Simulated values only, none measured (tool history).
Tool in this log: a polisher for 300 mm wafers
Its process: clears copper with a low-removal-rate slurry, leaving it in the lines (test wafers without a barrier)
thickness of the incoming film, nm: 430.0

run    day  flow of slurry (ml/min)  pressure of the wafer on the pad (kPa)  speed of the pad under the wafer (cm/s)  abrasive content of the slurry  overpolish time after the end point (s)  time until the end point was called (s)  dishing of a wide line in a test structure (Å)
  1      0                      190                                    22.8                                      130                               1                                       27                                   93.833                                           692.1
  2  0.133                      190                                    22.8                                      114                               1                                       27                                   104.59                                          616.83
  3  0.208                      190                                    22.8                                      114                             0.9                                       27                                   110.09                                          631.53
  4  0.242                      190                                    22.8                                      114                             0.9                                       29                                   107.24                                          636.51
  5  0.579                      185                                    22.1                                      114                             0.9                                       32                                   110.55                                          667.27
  6  0.729                      185                                    22.1                                       94                             0.9                                       32                                    133.9                                           555.5
  7  1.054                      190                                    22.8                                       94                             0.9                                       34                                   131.78                                          621.23

Run 8 comes next. What will it give?
  8  1.379                      195                                    26.2                                       94                             0.9                                       38                                        ?                                               ?

{"run 8": {"time until the end point was called (s)": 112.15, "dishing of a wide line in a test structure (Å)": 785.76}}

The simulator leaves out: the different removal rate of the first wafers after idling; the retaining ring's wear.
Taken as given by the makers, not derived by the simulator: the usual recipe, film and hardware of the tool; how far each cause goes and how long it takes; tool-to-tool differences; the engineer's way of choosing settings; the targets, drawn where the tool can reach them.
